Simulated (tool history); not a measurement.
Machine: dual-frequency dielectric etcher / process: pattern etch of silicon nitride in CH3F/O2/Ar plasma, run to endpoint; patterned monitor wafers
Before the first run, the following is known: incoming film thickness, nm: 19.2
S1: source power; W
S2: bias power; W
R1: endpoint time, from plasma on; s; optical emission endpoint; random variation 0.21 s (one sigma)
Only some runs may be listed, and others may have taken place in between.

run,hour,S1,S2,R1
1,0.0,540,54,27.133
2,0.6,450,54,29.116
3,5.7,450,48,30.423
4,9.5,430,48,30.269
5,17.0,410,47,31.890
6,25.1,450,47,29.966
7,31.4,430,46,31.253

Run 8 is up next; what results do you expect?
8,38.3,420,46,?

For run 8 the tool returned R1 30.993 s.
